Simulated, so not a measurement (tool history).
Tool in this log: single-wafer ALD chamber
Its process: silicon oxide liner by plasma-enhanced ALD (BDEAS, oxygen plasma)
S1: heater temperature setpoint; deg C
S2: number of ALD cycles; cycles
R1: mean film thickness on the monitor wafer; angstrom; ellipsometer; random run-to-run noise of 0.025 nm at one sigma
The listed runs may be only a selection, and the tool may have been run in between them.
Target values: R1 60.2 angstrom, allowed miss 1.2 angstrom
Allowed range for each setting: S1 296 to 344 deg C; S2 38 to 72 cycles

Run 1, hour 0: S1 320 deg C, S2 55 cycles. Result: R1 48.54 angstrom.
Run 2, hour 6.8: S1 320 deg C, S2 62 cycles. Result: R1 54.715 angstrom.
Run 3, hour 11.6: S1 320 deg C, S2 58 cycles. Result: R1 51.182 angstrom.
Run 4, hour 12.7: S1 320 deg C, S2 63 cycles. Result: R1 55.319 angstrom.
Run 5, hour 18.9: S1 320 deg C, S2 64 cycles. Result: R1 56.62 angstrom.
Run 6, hour 26: S1 329 deg C, S2 64 cycles. Result: R1 56.121 angstrom.
Run 7, hour 28.1: S1 329 deg C, S2 64 cycles. Result: R1 55.982 angstrom.
Run 8, hour 36.3: S1 329 deg C, S2 65 cycles. Result: R1 56.362 angstrom.

Next run, 4 choices. One meets every target within its allowed miss, the rest don't. Which?
Run A, hour 44.5: S1 319 deg C, S2 72 cycles. Result: R1 ?.
Run B, hour 44.5: S1 317 deg C, S2 68 cycles. Result: R1 ?.
Run C, hour 44.5: S1 333 deg C, S2 67 cycles. Result: R1 ?.
Run D, hour 44.5: S1 327 deg C, S2 66 cycles. Result: R1 ?.

move      R1
   A  63.043
   B  59.691
   C  57.627
   D  57.205
A: takes the result that was furthest off past its target
B: hits every target within its allowed miss
C: moves toward the targets from the last run without getting all of them in spec
D: moves toward the targets from the last run without getting all of them in spec
B is the move that brings every result within its allowed miss.
